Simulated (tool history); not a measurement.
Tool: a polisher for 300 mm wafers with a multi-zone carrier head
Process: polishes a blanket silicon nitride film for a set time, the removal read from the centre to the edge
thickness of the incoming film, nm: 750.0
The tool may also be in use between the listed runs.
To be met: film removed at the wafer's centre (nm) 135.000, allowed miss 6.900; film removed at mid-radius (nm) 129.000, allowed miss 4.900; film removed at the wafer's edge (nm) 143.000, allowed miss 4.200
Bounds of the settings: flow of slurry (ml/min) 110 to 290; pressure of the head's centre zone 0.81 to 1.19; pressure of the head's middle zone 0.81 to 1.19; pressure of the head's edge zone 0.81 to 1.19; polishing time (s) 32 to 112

run  hour  flow of slurry (ml/min)  pressure of the head's centre zone  pressure of the head's middle zone  pressure of the head's edge zone  polishing time (s)  film removed at the wafer's centre (nm)  film removed at mid-radius (nm)  film removed at the wafer's edge (nm)
  1   0.0                      185                                1.00                                1.00                              1.00                  72                                   96.807                           98.935                                 97.285
  2   8.5                      185                                1.00                                1.00                              1.00                  89                                  120.610                          119.170                                121.900
  3  15.6                      185                                1.00                                1.05                              1.00                  89                                  120.360                          126.350                                121.160
  4  22.7                      190                                1.00                                1.04                              1.02                  90                                  124.930                          122.390                                122.380
  5  25.8                      190                                0.99                                1.03                              1.02                  91                                  121.410                          128.700                                127.910
  6  34.8                      190                                0.95                                1.03                              1.02                  91                                  121.090                          124.720                                125.270
  7  36.8                      195                                0.95                                1.03                              1.04                  92                                  123.060                          128.620                                130.190
  8  42.6                      200                                0.96                                1.02                              1.05                  92                                  118.820                          128.610                                131.630

Which of these 4 next moves meets every target?
  A  48.4                      205                                0.91                                0.81                              0.91                 107                                        ?                                ?                                      ?
  B  48.4                      225                                0.94                                0.97                              1.04                  94                                        ?                                ?                                      ?
  C  48.4                      205                                0.98                                0.93                              1.18                 101                                        ?                                ?                                      ?
  D  48.4                      110                                1.06                                0.82                              1.08                 109                                        ?                                ?                                      ?

move  film removed at the wafer's centre (nm)  film removed at mid-radius (nm)  film removed at the wafer's edge (nm)
   A                                  138.960                          130.580                                141.930
   B                                  127.560                          130.230                                133.860
   C                                  139.980                          134.310                                151.770
   D                                  138.050                          116.480                                142.040
A: meets every target
B: nearer than the last run, and not there yet
C: takes the result that was furthest off past its target
D: brings the result that was furthest off to its target, and leaves another outside
Answer: A
